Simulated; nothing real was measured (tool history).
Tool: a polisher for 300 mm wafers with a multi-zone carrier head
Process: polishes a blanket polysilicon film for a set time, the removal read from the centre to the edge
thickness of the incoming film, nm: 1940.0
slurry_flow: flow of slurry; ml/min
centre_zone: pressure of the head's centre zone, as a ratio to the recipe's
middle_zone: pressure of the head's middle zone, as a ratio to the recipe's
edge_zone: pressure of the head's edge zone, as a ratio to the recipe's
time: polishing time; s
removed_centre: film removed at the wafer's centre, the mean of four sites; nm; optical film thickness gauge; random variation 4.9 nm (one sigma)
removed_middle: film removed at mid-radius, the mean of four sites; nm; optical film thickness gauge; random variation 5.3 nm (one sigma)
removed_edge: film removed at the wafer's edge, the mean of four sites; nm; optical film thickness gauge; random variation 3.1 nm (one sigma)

| run | day | slurry_flow | centre_zone | middle_zone | edge_zone | time | removed_centre | removed_middle | removed_edge |
|---|---|---|---|---|---|---|---|---|---|
| 1 | 0 | 170 | 1 | 1 | 1 | 63 | 573.53 | 555.44 | 571.89 |
| 2 | 0.271 | 170 | 1 | 1 | 1.05 | 63 | 575 | 575.95 | 578.07 |
| 3 | 0.383 | 170 | 1 | 0.96 | 1.05 | 63 | 572.36 | 548.04 | 568.05 |
| 4 | 0.708 | 170 | 0.99 | 0.96 | 1.03 | 59 | 536.89 | 522.92 | 540.82 |
| 5 | 0.783 | 215 | 0.99 | 0.96 | 1.03 | 59 | 567.59 | 535.1 | 548.84 |
| 6 | 1.117 | 215 | 0.99 | 1.02 | 1.03 | 59 | 558.75 | 568.41 | 543.72 |
| 7 | 1.242 | 210 | 0.98 | 1 | 1.02 | 55 | 500.4 | 509.78 | 512.64 |

Run 8 comes next. What will it give?
| 8 | 1.608 | 210 | 0.99 | 1 | 1 | 52 | ? | ? | ? |

Run 8 gave removed_centre 493.31 nm, removed_middle 487.98 nm, removed_edge 475.66 nm.

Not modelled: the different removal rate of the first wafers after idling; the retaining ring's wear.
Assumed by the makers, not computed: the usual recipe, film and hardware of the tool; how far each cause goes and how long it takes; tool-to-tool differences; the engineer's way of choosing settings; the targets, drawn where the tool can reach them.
